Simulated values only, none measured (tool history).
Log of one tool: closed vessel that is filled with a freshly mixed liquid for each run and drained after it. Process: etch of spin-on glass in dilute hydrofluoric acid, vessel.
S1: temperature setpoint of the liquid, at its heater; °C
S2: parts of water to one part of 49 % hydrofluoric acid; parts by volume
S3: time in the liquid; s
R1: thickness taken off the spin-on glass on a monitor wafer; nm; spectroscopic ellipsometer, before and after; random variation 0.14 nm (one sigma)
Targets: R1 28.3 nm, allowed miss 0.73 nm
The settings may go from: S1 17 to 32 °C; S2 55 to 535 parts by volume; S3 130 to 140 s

run    day    S1   S2   S3      R1
  1      0    24  295  130  16.656
  2  0.271    24  335  130  14.171
  3  0.475    24  335  140  15.098
  4  0.833    25  320  140  16.703
  5  0.975  26.5  320  140  17.512
  6  1.296    24  320  140  16.145
  7  1.412    25  310  140  17.397
  8  1.796    26  295  140  19.148
  9  2.092    27  285  140  20.698
 10  2.262  27.5  280  140  21.567
 11   2.35  27.5  280  140   21.63
 12  2.442  31.5  245  140  29.512

4 next moves are on the table. One of them brings every result within its allowed miss. Which?
  A  2.533  31.5  250  130   ?
  B  2.533    32  240  130   ?
  C  2.533    31  225  130   ?
  D  2.533  30.5  235  140   ?

move      R1
   A  26.665
   B  28.577
   C  30.032
   D  30.087
A: takes the result that was furthest off past its target
B: meets every target
C: further off than the last run
D: further off than the last run
Answer: B
